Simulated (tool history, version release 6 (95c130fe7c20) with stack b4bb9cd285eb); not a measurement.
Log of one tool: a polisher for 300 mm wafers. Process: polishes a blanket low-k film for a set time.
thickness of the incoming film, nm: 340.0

run	hour	flow of slurry (ml/min)	pressure of the wafer on the pad (kPa)	speed of the pad under the wafer (m/s)	abrasive content of the slurry	polishing time (s)	film removed (angstrom)
1	0.0	220	12.4	0.78	1.0	124	390.99
2	5.9	220	12.4	0.64	1.0	124	336.02
3	9.4	220	11.7	0.64	1.0	124	323.47
4	16.5	220	11.7	0.64	1.0	129	336.67
5	22.1	220	11.7	0.52	1.0	129	290.85
6	26.0	220	14.5	0.52	1.0	129	339.85
# hour 29.6: slurry nozzle cleaned
7	29.6	220	13.8	0.52	1.0	129	348.66
8	32.1	220	13.1	0.52	1.0	129	329.09

Run 9 comes next. What will it give?
9	40.9	220	12.4	0.52	1.0	129	?

Run 9 gave film removed (angstrom) 318.74.
